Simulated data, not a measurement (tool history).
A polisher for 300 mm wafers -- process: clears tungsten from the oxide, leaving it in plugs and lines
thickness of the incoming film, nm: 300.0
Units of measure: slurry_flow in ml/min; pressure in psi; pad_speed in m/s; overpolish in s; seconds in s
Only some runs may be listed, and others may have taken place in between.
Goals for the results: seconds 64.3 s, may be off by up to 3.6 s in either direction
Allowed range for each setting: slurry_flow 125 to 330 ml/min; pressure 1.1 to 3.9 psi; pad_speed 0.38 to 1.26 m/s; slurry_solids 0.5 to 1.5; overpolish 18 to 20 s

run  hour  slurry_flow  pressure  pad_speed  slurry_solids  overpolish  seconds
  1     0          210       2.5       0.82              1          18   92.714
  2     6          210       2.7       0.82              1          18   87.769
  3    11          210       2.9       0.82              1          18    82.41
  4  19.5          210       2.9        0.7              1          18   98.111
  5  22.6          210       3.3        0.7              1          18   89.442
  6  26.3          210       3.5       0.74              1          18   80.069
  7  31.9          210       3.6       0.76              1          18   76.321
  8  33.4          210       3.7       0.78              1          18   75.159
  9  40.7          210       3.8        0.8              1          18   71.233
 10  49.3          210       3.8       0.82              1          18    70.14

Pick the move, out of 5, that brings all results within their allowed miss; only one does.
  A  57.9          125       3.6        0.9            0.6          20        ?
  B  57.9          185       3.5       0.78           0.85          18        ?
  C  57.9          225       3.9       0.66           1.25          18        ?
  D  57.9          210       3.9       0.84           1.05          19        ?
  E  57.9          235         3       0.84           1.05          18        ?

move  seconds
   A   79.811
   B   81.011
   C   77.831
   D   64.912
   E   77.789
A: the biggest miss grows against the last run
B: the biggest miss grows against the last run
C: the biggest miss grows against the last run
D: hits every target within its allowed miss
E: the biggest miss grows against the last run
Correct choice: D, which meets every target
